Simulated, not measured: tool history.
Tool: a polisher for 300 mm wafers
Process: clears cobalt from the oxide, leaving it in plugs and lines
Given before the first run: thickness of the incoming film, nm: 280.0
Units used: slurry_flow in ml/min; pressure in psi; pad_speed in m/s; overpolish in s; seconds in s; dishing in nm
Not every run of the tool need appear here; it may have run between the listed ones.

Run 1, hour 0.0: slurry_flow 220 ml/min, pressure 2.3 psi, pad_speed 0.76 m/s, overpolish 27 s. Result: seconds 65.940 s, dishing 47.578 nm.
Run 2, hour 2.1: slurry_flow 220 ml/min, pressure 2.3 psi, pad_speed 0.76 m/s, overpolish 33 s. Result: seconds 64.899 s, dishing 52.016 nm.
Run 3, hour 4.0: slurry_flow 220 ml/min, pressure 2.2 psi, pad_speed 0.76 m/s, overpolish 25 s. Result: seconds 68.341 s, dishing 45.965 nm.
Run 4, hour 5.7: slurry_flow 220 ml/min, pressure 2.2 psi, pad_speed 0.60 m/s, overpolish 25 s. Result: seconds 81.294 s, dishing 43.823 nm.
Run 5, hour 10.2: slurry_flow 215 ml/min, pressure 2.2 psi, pad_speed 0.62 m/s, overpolish 19 s. Result: seconds 78.991 s, dishing 38.525 nm.
Run 6, hour 11.5: slurry_flow 215 ml/min, pressure 2.2 psi, pad_speed 0.72 m/s, overpolish 19 s. Result: seconds 69.733 s, dishing 41.914 nm.
Run 7, hour 18.7: slurry_flow 205 ml/min, pressure 2.2 psi, pad_speed 0.68 m/s, overpolish 15 s. Result: seconds 74.083 s, dishing 34.354 nm.

Run 8 has not been measured yet. What should we expect?
Run 8, hour 27.0: slurry_flow 200 ml/min, pressure 2.2 psi, pad_speed 0.68 m/s, overpolish 15 s. Result: seconds ?, dishing ?.

seconds: 76.055 s
dishing: 34.541 nm
